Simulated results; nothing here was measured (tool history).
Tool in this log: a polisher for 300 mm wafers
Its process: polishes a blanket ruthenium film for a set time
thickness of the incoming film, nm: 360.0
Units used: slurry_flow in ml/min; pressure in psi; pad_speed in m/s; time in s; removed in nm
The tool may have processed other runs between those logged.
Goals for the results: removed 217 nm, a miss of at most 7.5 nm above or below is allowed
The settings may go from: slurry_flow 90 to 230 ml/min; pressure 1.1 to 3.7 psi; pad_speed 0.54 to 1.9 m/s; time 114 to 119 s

run	hour	slurry_flow	pressure	pad_speed	time	removed
1	0	150	2.4	1.22	114	170.2
2	7.3	155	2.5	1.22	114	177.9
3	11.6	155	2.5	1.22	114	178.45
4	15.9	160	2.6	1.22	114	186.39
5	20.7	160	2.6	1.22	119	197.05
6	27.6	140	2.6	1.22	119	191.14
7	32.5	150	2.6	1.22	119	194.35
8	41.3	160	2.6	1.22	119	192.14

Which of these 4 next moves meets every target?
A	50.1	185	1.9	1.48	119	?
B	50.1	165	2.4	1.28	114	?
C	50.1	155	2.5	1.54	119	?
D	50.1	140	2.9	1.26	119	?

move	removed
A	175.15
B	179.31
C	230.65
D	215.03
A: misses by more than the last run did
B: misses by more than the last run did
C: moves the result that the last run missed by most past its target, out the other side
D: meets every target
Answer: D
